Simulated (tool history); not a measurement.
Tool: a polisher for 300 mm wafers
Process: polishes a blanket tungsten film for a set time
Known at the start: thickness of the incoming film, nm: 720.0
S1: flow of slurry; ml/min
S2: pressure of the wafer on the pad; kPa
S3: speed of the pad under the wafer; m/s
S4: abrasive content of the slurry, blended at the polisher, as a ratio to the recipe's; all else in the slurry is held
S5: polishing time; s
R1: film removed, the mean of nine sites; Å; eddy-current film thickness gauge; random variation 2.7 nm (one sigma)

Run 1, day 0: S1 320 ml/min, S2 21.4 kPa, S3 0.96 m/s, S4 1, S5 55 s. Result: R1 2483.4 Å.
Run 2, day 0.358: S1 320 ml/min, S2 21.4 kPa, S3 0.96 m/s, S4 1, S5 55 s. Result: R1 2444.2 Å.
Run 3, day 0.433: S1 320 ml/min, S2 21.4 kPa, S3 0.96 m/s, S4 1, S5 55 s. Result: R1 2449.1 Å.
Run 4, day 0.717: S1 320 ml/min, S2 22.8 kPa, S3 0.96 m/s, S4 1, S5 55 s. Result: R1 2589.9 Å.
Run 5, day 0.892: S1 320 ml/min, S2 17.9 kPa, S3 0.96 m/s, S4 1, S5 55 s. Result: R1 2091 Å.
Run 6, day 1.1: S1 355 ml/min, S2 17.9 kPa, S3 0.96 m/s, S4 1, S5 55 s. Result: R1 2087.2 Å.

The next listed run, before its measurement:
Run 7, day 1.408: S1 355 ml/min, S2 20.7 kPa, S3 0.96 m/s, S4 1, S5 55 s. Result: R1 ?.

R1: 2414.9 Å

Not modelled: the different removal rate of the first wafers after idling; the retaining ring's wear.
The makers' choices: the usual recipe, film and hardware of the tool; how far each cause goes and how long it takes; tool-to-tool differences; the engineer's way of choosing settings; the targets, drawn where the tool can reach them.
